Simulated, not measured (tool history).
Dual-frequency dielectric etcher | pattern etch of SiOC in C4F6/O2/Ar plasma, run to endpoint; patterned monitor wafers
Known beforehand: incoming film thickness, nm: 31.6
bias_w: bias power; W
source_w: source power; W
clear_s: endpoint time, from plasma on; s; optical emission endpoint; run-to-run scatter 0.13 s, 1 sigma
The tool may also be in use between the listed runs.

run 1 hour=0.0 | bias_w=411 source_w=390 | clear_s=12.025
run 2 hour=8.9 | bias_w=384 source_w=390 | clear_s=12.812
run 3 hour=13.4 | bias_w=384 source_w=460 | clear_s=11.851
run 4 hour=19.4 | bias_w=452 source_w=460 | clear_s=10.973
run 5 hour=20.1 | bias_w=398 source_w=440 | clear_s=11.847
run 6 hour=28.4 | bias_w=359 source_w=420 | clear_s=12.628

Run 7 has not been measured yet. What should we expect?
run 7 hour=34.4 | bias_w=331 source_w=410 | clear_s=?

{"run 7": {"clear_s": 12.972}}

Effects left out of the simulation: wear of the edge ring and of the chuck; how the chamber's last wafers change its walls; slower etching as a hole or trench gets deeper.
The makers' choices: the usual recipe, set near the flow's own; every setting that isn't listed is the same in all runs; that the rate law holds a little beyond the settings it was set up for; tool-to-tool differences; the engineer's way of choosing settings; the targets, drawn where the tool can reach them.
